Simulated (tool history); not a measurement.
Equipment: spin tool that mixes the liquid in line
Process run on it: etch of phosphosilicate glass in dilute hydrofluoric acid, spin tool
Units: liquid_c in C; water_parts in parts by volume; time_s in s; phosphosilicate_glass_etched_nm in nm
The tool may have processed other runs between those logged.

run    day  liquid_c  water_parts  time_s  phosphosilicate_glass_etched_nm
  1      0        23          175      45                           20.962
  2  0.279        25          165      45                           24.158
  3  0.521      26.5          155      45                             27.7
  4  0.612        25          155      45                           26.172
  5  0.783        25          155      45                           25.933
  6  1.108      26.5          150      45                           28.702
  7  1.333      27.5          145      45                           31.068
  8  1.546      28.5          145      45                           31.989
  9  1.808        29          140      45                           33.624
 10  1.992      29.5          140      45                           34.651

Run 11 comes next. What will it give?
 11  2.3        30          140      45                                ?

Run 11 measured phosphosilicate_glass_etched_nm 35.062 nm.
